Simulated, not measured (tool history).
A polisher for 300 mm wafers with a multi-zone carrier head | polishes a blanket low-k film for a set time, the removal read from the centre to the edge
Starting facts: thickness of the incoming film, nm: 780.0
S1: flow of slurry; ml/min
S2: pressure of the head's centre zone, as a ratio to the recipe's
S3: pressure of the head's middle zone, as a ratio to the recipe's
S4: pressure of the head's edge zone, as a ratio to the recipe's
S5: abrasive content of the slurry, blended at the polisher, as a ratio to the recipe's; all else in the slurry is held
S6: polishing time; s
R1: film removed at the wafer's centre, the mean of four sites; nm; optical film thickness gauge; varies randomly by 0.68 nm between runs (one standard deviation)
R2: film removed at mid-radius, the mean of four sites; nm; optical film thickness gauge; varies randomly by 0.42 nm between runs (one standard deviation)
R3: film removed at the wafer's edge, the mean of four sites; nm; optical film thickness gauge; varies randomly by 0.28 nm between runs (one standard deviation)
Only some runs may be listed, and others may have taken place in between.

Run 1, hour 0.0: S1 150 ml/min, S2 1.00, S3 1.00, S4 1.00, S5 1.00, S6 47 s. Result: R1 30.319 nm, R2 31.781 nm, R3 31.783 nm.
Run 2, hour 6.8: S1 150 ml/min, S2 1.00, S3 1.00, S4 1.00, S5 1.10, S6 47 s. Result: R1 32.470 nm, R2 33.675 nm, R3 33.869 nm.
Run 3, hour 14.3: S1 160 ml/min, S2 1.03, S3 1.01, S4 1.02, S5 1.15, S6 47 s. Result: R1 34.712 nm, R2 35.049 nm, R3 35.591 nm.
Run 4, hour 22.9: S1 170 ml/min, S2 1.06, S3 1.03, S4 1.03, S5 1.20, S6 47 s. Result: R1 36.852 nm, R2 37.109 nm, R3 36.598 nm.
Run 5, hour 28.3: S1 175 ml/min, S2 1.08, S3 1.03, S4 1.05, S5 1.25, S6 47 s. Result: R1 37.665 nm, R2 37.649 nm, R3 37.772 nm.
Run 6, hour 31.6: S1 175 ml/min, S2 1.04, S3 1.03, S4 1.05, S5 1.25, S6 47 s. Result: R1 36.700 nm, R2 37.994 nm, R3 38.060 nm.
Run 7, hour 33.0: S1 180 ml/min, S2 1.06, S3 1.03, S4 1.05, S5 1.30, S6 47 s. Result: R1 38.718 nm, R2 38.983 nm, R3 38.338 nm.

Run 8 comes next. What will it give?
Run 8, hour 36.4: S1 185 ml/min, S2 1.08, S3 1.03, S4 1.06, S5 1.35, S6 47 s. Result: R1 ?, R2 ?, R3 ?.

R1: 40.441 nm
R2: 39.801 nm
R3: 39.906 nm

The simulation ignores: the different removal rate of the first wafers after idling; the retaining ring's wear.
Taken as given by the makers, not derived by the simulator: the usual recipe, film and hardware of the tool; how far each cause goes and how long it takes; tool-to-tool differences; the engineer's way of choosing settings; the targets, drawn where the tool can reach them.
